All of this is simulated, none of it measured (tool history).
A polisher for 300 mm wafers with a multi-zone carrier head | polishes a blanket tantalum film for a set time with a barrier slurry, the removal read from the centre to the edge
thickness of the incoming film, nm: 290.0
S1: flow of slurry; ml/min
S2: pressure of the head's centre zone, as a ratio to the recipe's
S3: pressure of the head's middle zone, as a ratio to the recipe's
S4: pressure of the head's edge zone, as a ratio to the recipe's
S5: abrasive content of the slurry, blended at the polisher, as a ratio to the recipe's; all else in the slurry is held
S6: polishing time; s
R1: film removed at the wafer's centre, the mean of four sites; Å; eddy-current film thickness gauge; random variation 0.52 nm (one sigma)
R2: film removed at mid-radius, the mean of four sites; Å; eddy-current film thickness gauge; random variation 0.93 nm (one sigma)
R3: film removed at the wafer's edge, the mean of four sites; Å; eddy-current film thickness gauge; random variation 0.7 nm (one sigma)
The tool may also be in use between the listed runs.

{"run": 1, "day": 0.0, "S1": 140, "S2": 1, "S3": 1, "S4": 1, "S5": 1, "S6": 75, "R1": 861.59, "R2": 888.24, "R3": 907.7}
{"run": 2, "day": 0.371, "S1": 170, "S2": 1, "S3": 1, "S4": 1, "S5": 1, "S6": 75, "R1": 908.51, "R2": 891.37, "R3": 916.94}
{"run": 3, "day": 0.604, "S1": 170, "S2": 1, "S3": 1, "S4": 1.04, "S5": 1, "S6": 75, "R1": 910.21, "R2": 916.57, "R3": 935.25}
{"run": 4, "day": 0.871, "S1": 185, "S2": 1.01, "S3": 1.03, "S4": 0.99, "S5": 0.85, "S6": 70, "R1": 792.78, "R2": 831.89, "R3": 801.17}
{"run": 5, "day": 0.954, "S1": 185, "S2": 1.01, "S3": 0.99, "S4": 0.99, "S5": 0.85, "S6": 70, "R1": 804.41, "R2": 796.47, "R3": 788.57}
{"run": 6, "day": 1.208, "S1": 185, "S2": 0.98, "S3": 0.99, "S4": 0.99, "S5": 0.85, "S6": 70, "R1": 774.09, "R2": 776.99, "R3": 769.78}

The next listed run, before its measurement:
{"run": 7, "day": 1.479, "S1": 195, "S2": 0.97, "S3": 0.98, "S4": 0.93, "S5": 0.8, "S6": 71, "R1": "?", "R2": "?", "R3": "?"}

{"run 7": {"R1": 750.68, "R2": 772.66, "R3": 748.09}}
